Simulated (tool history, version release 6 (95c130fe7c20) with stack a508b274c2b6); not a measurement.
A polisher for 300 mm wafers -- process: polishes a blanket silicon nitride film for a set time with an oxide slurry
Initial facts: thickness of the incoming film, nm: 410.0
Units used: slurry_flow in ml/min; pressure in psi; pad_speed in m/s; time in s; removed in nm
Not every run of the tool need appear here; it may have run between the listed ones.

Run 1, hour 0.0: slurry_flow 170 ml/min, pressure 3.3 psi, pad_speed 1.38 m/s, slurry_solids 1.0, time 46 s. Result: removed 34.743 nm.
Run 2, hour 8.9: slurry_flow 175 ml/min, pressure 3.5 psi, pad_speed 1.38 m/s, slurry_solids 1.0, time 46 s. Result: removed 36.816 nm.
Run 3, hour 9.7: slurry_flow 175 ml/min, pressure 3.6 psi, pad_speed 1.38 m/s, slurry_solids 1.0, time 46 s. Result: removed 37.452 nm.
Run 4, hour 11.5: slurry_flow 175 ml/min, pressure 4.4 psi, pad_speed 1.38 m/s, slurry_solids 1.0, time 46 s. Result: removed 45.040 nm.
Run 5, hour 20.1: slurry_flow 180 ml/min, pressure 4.5 psi, pad_speed 1.38 m/s, slurry_solids 1.0, time 46 s. Result: removed 46.377 nm.
Run 6, hour 29.0: slurry_flow 180 ml/min, pressure 4.5 psi, pad_speed 1.38 m/s, slurry_solids 1.0, time 46 s. Result: removed 46.228 nm.
Run 7, hour 35.7: slurry_flow 180 ml/min, pressure 4.6 psi, pad_speed 1.38 m/s, slurry_solids 1.0, time 46 s. Result: removed 46.948 nm.

Run 8 comes next. What will it give?
Run 8, hour 43.5: slurry_flow 180 ml/min, pressure 4.7 psi, pad_speed 1.38 m/s, slurry_solids 1.0, time 46 s. Result: removed ?.

{"run 8": {"removed": 47.49}}
